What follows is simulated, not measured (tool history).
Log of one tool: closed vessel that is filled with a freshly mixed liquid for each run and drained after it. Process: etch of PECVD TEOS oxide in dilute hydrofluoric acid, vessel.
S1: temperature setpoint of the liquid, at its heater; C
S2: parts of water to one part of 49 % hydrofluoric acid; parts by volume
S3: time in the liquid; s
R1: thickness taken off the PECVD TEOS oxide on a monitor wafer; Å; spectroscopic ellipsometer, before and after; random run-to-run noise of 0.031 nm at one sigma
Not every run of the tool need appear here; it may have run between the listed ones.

| run | day | S1 | S2 | S3 | R1 |
|---|---|---|---|---|---|
| 1 | 0.000 | 26.0 | 130 | 40 | 67.547 |
| 2 | 0.096 | 28.5 | 130 | 40 | 73.112 |
| 3 | 0.208 | 28.5 | 130 | 30 | 55.399 |
| 4 | 0.258 | 28.5 | 135 | 30 | 52.931 |
| 5 | 0.571 | 28.5 | 115 | 30 | 64.180 |
| 6 | 0.608 | 30.5 | 115 | 30 | 67.739 |
| 7 | 0.696 | 29.5 | 115 | 30 | 66.200 |
| 8 | 1.058 | 29.0 | 115 | 30 | 65.197 |
| 9 | 1.325 | 28.5 | 115 | 30 | 64.113 |
| 10 | 1.400 | 28.5 | 115 | 30 | 63.173 |
| 11 | 1.646 | 27.5 | 115 | 30 | 61.450 |

Predict the results of run 12:
| 12 | 1.808 | 23.5 | 115 | 30 | ? |

R1: 52.735 Å
